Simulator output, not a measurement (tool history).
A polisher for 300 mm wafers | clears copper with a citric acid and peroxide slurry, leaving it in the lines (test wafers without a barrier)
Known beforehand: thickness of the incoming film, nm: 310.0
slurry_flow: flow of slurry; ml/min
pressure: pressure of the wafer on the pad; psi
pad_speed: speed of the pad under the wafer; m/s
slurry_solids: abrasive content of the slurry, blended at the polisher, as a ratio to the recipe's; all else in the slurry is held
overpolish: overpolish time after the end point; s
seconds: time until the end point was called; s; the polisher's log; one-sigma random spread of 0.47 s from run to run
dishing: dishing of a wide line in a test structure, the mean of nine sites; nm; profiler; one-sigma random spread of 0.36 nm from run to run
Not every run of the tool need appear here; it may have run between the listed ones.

run 1 hour=0 | slurry_flow=130 pressure=3.7 pad_speed=1.4 slurry_solids=1 overpolish=20 | seconds=76.665 dishing=52.127
run 2 hour=1.7 | slurry_flow=130 pressure=3.7 pad_speed=1.4 slurry_solids=0.8 overpolish=20 | seconds=81.918 dishing=51.755
run 3 hour=4.1 | slurry_flow=160 pressure=3.7 pad_speed=1.4 slurry_solids=0.8 overpolish=20 | seconds=80.179 dishing=52.393
run 4 hour=5.6 | slurry_flow=140 pressure=3.7 pad_speed=1.5 slurry_solids=1 overpolish=16 | seconds=71.956 dishing=48.505
run 5 hour=7.6 | slurry_flow=125 pressure=3.9 pad_speed=1.48 slurry_solids=1.15 overpolish=13 | seconds=67.241 dishing=43.483
run 6 hour=9.2 | slurry_flow=115 pressure=4.3 pad_speed=1.38 slurry_solids=1.25 overpolish=11 | seconds=63.11 dishing=40.135
run 7 hour=13.7 | slurry_flow=105 pressure=4.7 pad_speed=1.28 slurry_solids=1.3 overpolish=10 | seconds=63.783 dishing=37.104
run 8 hour=16.6 | slurry_flow=100 pressure=5 pad_speed=1.26 slurry_solids=1.35 overpolish=9 | seconds=59.435 dishing=35.915
-- hour=20.8 head pressure recalibrated
run 9 hour=20.8 | slurry_flow=95 pressure=5.2 pad_speed=1.24 slurry_solids=1.4 overpolish=8 | seconds=64.216 dishing=31.331
run 10 hour=22.6 | slurry_flow=95 pressure=5.2 pad_speed=1.24 slurry_solids=1.4 overpolish=8 | seconds=63.315 dishing=30.911

What will run 11 give?
run 11 hour=31.1 | slurry_flow=90 pressure=5.4 pad_speed=1.32 slurry_solids=1.45 overpolish=7 | seconds=? dishing=?

{"run 11": {"seconds": 58.137, "dishing": 29.794}}
